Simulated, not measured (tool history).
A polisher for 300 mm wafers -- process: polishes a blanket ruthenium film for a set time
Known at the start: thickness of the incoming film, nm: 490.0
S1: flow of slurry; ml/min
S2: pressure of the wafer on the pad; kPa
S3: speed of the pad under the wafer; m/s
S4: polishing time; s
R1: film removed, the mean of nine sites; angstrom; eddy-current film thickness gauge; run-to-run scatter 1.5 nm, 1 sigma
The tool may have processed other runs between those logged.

Run 1, hour 0: S1 310 ml/min, S2 17.2 kPa, S3 0.9 m/s, S4 39 s. Result: R1 549.45 angstrom.
Run 2, hour 8.9: S1 310 ml/min, S2 19.3 kPa, S3 0.92 m/s, S4 39 s. Result: R1 633.93 angstrom.
Run 3, hour 15.6: S1 310 ml/min, S2 21.4 kPa, S3 0.92 m/s, S4 39 s. Result: R1 707.52 angstrom.
Run 4, hour 23.7: S1 310 ml/min, S2 22.8 kPa, S3 0.92 m/s, S4 39 s. Result: R1 735.71 angstrom.
Run 5, hour 28.4: S1 310 ml/min, S2 23.4 kPa, S3 0.94 m/s, S4 39 s. Result: R1 771.19 angstrom.
Run 6, hour 32.5: S1 310 ml/min, S2 24.1 kPa, S3 0.96 m/s, S4 39 s. Result: R1 796.48 angstrom.

What does the tool deliver on the next run?
Run 7, hour 33.5: S1 310 ml/min, S2 24.8 kPa, S3 0.98 m/s, S4 39 s. Result: R1 ?.

R1: 829.68 angstrom
